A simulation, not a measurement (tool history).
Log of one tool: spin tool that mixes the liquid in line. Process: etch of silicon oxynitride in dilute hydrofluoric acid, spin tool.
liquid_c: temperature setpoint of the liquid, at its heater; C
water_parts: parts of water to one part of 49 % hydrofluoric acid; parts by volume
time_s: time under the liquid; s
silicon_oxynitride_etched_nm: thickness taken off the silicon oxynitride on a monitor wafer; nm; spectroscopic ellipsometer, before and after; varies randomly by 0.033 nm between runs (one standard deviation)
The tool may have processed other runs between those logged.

run 1 hour=0.0 | liquid_c=23.0 water_parts=165 time_s=285 | silicon_oxynitride_etched_nm=4.6365
run 2 hour=8.9 | liquid_c=23.0 water_parts=135 time_s=285 | silicon_oxynitride_etched_nm=5.7990
run 3 hour=14.3 | liquid_c=23.0 water_parts=165 time_s=285 | silicon_oxynitride_etched_nm=4.7566
run 4 hour=16.4 | liquid_c=22.0 water_parts=175 time_s=285 | silicon_oxynitride_etched_nm=4.1611
run 5 hour=20.2 | liquid_c=23.5 water_parts=175 time_s=285 | silicon_oxynitride_etched_nm=4.4582
run 6 hour=26.7 | liquid_c=21.0 water_parts=175 time_s=285 | silicon_oxynitride_etched_nm=4.1252

What does the tool deliver on the next run?
run 7 hour=28.2 | liquid_c=20.5 water_parts=185 time_s=285 | silicon_oxynitride_etched_nm=?

{"run 7": {"silicon_oxynitride_etched_nm": 3.6339}}
